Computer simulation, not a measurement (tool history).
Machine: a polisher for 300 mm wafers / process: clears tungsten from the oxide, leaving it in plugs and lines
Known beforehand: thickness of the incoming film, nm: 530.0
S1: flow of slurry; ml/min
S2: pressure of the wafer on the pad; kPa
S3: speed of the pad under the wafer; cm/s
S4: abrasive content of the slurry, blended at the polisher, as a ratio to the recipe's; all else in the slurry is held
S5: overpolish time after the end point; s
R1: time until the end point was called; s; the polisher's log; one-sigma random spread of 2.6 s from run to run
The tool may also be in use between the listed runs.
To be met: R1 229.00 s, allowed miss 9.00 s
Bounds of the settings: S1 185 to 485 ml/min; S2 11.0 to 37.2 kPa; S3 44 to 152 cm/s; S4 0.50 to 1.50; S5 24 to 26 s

run,hour,S1,S2,S3,S4,S5,R1
1,0.0,310,24.1,98,1.00,24,146.21
2,2.0,310,24.1,108,1.00,24,136.69
3,5.4,245,24.1,108,1.00,24,135.51
4,14.1,245,24.1,108,1.00,24,133.79
# hour 17.1: worn pad replaced by a new one
5,17.1,245,24.1,108,1.00,26,127.07
6,22.6,245,24.1,124,1.00,26,114.43
7,29.8,245,20.0,118,1.00,26,144.35
8,36.0,245,20.0,118,1.00,26,145.35

Which of these 4 next moves meets every target?
A,42.2,270,14.5,102,1.20,26,?
B,42.2,275,15.9,80,0.95,24,?
C,42.2,285,12.4,114,0.80,24,?
D,42.2,310,15.2,100,0.80,24,?

move,R1
A,203.70
B,242.91
C,248.95
D,226.70
A: closer than the last run, but not yet in spec
B: the result that was furthest off in the last run now lies on the other side of its target
C: the result that was furthest off in the last run now lies on the other side of its target
D: every result lands within tolerance
So the answer is move D, the one that meets all the targets.
